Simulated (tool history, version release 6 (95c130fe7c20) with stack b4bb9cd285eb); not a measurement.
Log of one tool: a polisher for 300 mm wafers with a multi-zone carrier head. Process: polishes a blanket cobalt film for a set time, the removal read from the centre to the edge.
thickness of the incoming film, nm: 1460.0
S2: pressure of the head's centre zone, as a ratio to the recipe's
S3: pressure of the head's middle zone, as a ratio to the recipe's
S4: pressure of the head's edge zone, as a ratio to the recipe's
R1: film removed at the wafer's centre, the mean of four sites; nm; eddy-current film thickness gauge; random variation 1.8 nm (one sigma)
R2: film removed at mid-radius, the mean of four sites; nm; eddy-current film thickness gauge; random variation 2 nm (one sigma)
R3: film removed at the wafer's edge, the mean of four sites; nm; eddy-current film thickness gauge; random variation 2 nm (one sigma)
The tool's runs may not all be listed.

run 1 day=0 | flow_of_slurry_(ml/min)=185 S2=1 S3=1 S4=1 polishing_time_(s)=49 | R1=359.77 R2=359.54 R3=370.13
run 2 day=0.079 | flow_of_slurry_(ml/min)=185 S2=1 S3=1 S4=1.06 polishing_time_(s)=49 | R1=350.51 R2=366.18 R3=380.37
run 3 day=0.183 | flow_of_slurry_(ml/min)=165 S2=1 S3=1 S4=1.06 polishing_time_(s)=49 | R1=349.74 R2=357.35 R3=375.78
run 4 day=0.412 | flow_of_slurry_(ml/min)=145 S2=1 S3=1 S4=1.06 polishing_time_(s)=49 | R1=342.21 R2=352.01 R3=369.88
run 5 day=0.454 | flow_of_slurry_(ml/min)=145 S2=1 S3=1 S4=1.02 polishing_time_(s)=49 | R1=342.44 R2=349.47 R3=354.98
run 6 day=0.762 | flow_of_slurry_(ml/min)=145 S2=1 S3=1.05 S4=1.02 polishing_time_(s)=49 | R1=343.93 R2=364.53 R3=358.65
run 7 day=1.038 | flow_of_slurry_(ml/min)=140 S2=0.97 S3=1.05 S4=1.01 polishing_time_(s)=47 | R1=316.51 R2=344.86 R3=346.76
run 8 day=1.262 | flow_of_slurry_(ml/min)=135 S2=0.95 S3=1.06 S4=0.98 polishing_time_(s)=45 | R1=294.71 R2=336.52 R3=327.09
run 9 day=1.329 | flow_of_slurry_(ml/min)=130 S2=0.94 S3=1.05 S4=0.96 polishing_time_(s)=44 | R1=286.87 R2=323.76 R3=311.03
run 10 day=1.525 | flow_of_slurry_(ml/min)=125 S2=0.92 S3=1.04 S4=0.95 polishing_time_(s)=43 | R1=270.24 R2=313.55 R3=305.34
run 11 day=1.579 | flow_of_slurry_(ml/min)=125 S2=0.91 S3=1.03 S4=0.93 polishing_time_(s)=42 | R1=264.06 R2=300.4 R3=292.96
run 12 day=1.617 | flow_of_slurry_(ml/min)=125 S2=0.9 S3=1.03 S4=0.92 polishing_time_(s)=42 | R1=259.95 R2=305.1 R3=291.72
run 13 day=1.65 | flow_of_slurry_(ml/min)=125 S2=0.89 S3=1.02 S4=0.91 polishing_time_(s)=42 | R1=257.05 R2=299.72 R3=288.84

The next listed run, before its measurement:
run 14 day=1.738 | flow_of_slurry_(ml/min)=125 S2=0.88 S3=1.01 S4=0.9 polishing_time_(s)=42 | R1=? R2=? R3=?

R1: 253.32 nm
R2: 295.36 nm
R3: 290.63 nm

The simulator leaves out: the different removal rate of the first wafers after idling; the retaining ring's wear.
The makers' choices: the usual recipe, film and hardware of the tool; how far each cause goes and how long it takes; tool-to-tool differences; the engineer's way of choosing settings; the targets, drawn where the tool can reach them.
